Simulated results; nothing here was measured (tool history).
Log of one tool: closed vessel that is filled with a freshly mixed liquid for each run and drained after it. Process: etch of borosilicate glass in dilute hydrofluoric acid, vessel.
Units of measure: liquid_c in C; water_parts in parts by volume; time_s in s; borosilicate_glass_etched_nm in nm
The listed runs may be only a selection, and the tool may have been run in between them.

run 1 hour=0.0 | liquid_c=22.0 water_parts=125 time_s=90 | borosilicate_glass_etched_nm=22.079
run 2 hour=4.5 | liquid_c=18.5 water_parts=125 time_s=90 | borosilicate_glass_etched_nm=19.029
run 3 hour=6.0 | liquid_c=21.0 water_parts=125 time_s=90 | borosilicate_glass_etched_nm=20.811
run 4 hour=12.4 | liquid_c=19.0 water_parts=125 time_s=90 | borosilicate_glass_etched_nm=19.583
run 5 hour=17.9 | liquid_c=21.5 water_parts=125 time_s=90 | borosilicate_glass_etched_nm=21.467
run 6 hour=22.0 | liquid_c=23.5 water_parts=125 time_s=90 | borosilicate_glass_etched_nm=23.161
run 7 hour=23.5 | liquid_c=25.0 water_parts=125 time_s=90 | borosilicate_glass_etched_nm=24.741
run 8 hour=24.3 | liquid_c=26.0 water_parts=125 time_s=90 | borosilicate_glass_etched_nm=25.517
run 9 hour=25.3 | liquid_c=27.0 water_parts=125 time_s=90 | borosilicate_glass_etched_nm=26.703
run 10 hour=28.6 | liquid_c=27.5 water_parts=125 time_s=90 | borosilicate_glass_etched_nm=26.905
run 11 hour=29.9 | liquid_c=28.0 water_parts=125 time_s=90 | borosilicate_glass_etched_nm=27.190

What does the tool deliver on the next run?
-- hour=30.6 thermometer replaced
run 12 hour=30.6 | liquid_c=28.5 water_parts=125 time_s=90 | borosilicate_glass_etched_nm=?

{"run 12": {"borosilicate_glass_etched_nm": 29.203}}
